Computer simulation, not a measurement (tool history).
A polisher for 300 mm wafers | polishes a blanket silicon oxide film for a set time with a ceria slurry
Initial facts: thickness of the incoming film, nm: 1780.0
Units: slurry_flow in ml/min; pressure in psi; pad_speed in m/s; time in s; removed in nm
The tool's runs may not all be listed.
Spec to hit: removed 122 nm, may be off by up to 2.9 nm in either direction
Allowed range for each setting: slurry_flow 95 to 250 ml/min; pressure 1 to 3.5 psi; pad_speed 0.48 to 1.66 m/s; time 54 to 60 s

run  hour  slurry_flow  pressure  pad_speed  time  removed
  1     0          160       2.2       1.06    60   159.64
  2   7.5          150       2.1       1.06    60   149.93
  3    13          140         2       1.06    60   141.92
  4  16.4          115         2       1.06    60   140.11
  5  21.2          155         2       1.06    60   144.16
  6  26.3          155       2.5       1.06    60   177.95
  7  33.6          120       1.9       1.06    60    133.2
  8  37.3          115       1.9       1.06    60    132.5
  9  41.9          105       1.7       1.06    60   116.96
 10  44.7          110       1.7       1.06    60   116.42
 11  49.4          125       1.8       1.06    60   128.17
 12  53.8          120       1.8       1.06    60   125.16

Below are 4 possible settings for the next run. Only one of them brings all results inside the allowed miss of their targets. Which is it?
  A  58.2          120         2       0.96    58        ?
  B  58.2          120       1.9       1.04    60        ?
  C  58.2          125       1.8       1.08    60        ?
  D  58.2          125       1.8       1.06    60        ?

move  removed
   A   124.42
   B   131.73
   C   130.31
   D   128.11
A: meets every target
B: the biggest miss grows against the last run
C: the biggest miss grows against the last run
D: the biggest miss grows against the last run
Go with A: it meets all targets.
